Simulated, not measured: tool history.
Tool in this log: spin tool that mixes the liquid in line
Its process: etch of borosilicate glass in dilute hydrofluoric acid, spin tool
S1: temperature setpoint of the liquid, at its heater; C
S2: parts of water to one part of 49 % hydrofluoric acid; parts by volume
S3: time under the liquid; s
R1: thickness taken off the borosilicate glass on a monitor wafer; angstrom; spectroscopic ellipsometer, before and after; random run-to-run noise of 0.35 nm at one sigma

| run | day | S1 | S2 | S3 | R1 |
|---|---|---|---|---|---|
| 1 | 0.000 | 21.0 | 95 | 55 | 173.33 |
| 2 | 0.054 | 21.0 | 95 | 60 | 185.26 |
| 3 | 0.221 | 21.0 | 95 | 55 | 172.66 |
| 4 | 0.375 | 23.5 | 75 | 55 | 247.03 |
| 5 | 0.604 | 25.0 | 65 | 55 | 309.35 |
| 6 | 0.662 | 26.5 | 60 | 55 | 361.11 |

Run 7 has not been measured yet. What should we expect?
| 7 | 0.988 | 27.5 | 55 | 55 | ? |

Run 7 produced R1 410.12 angstrom.
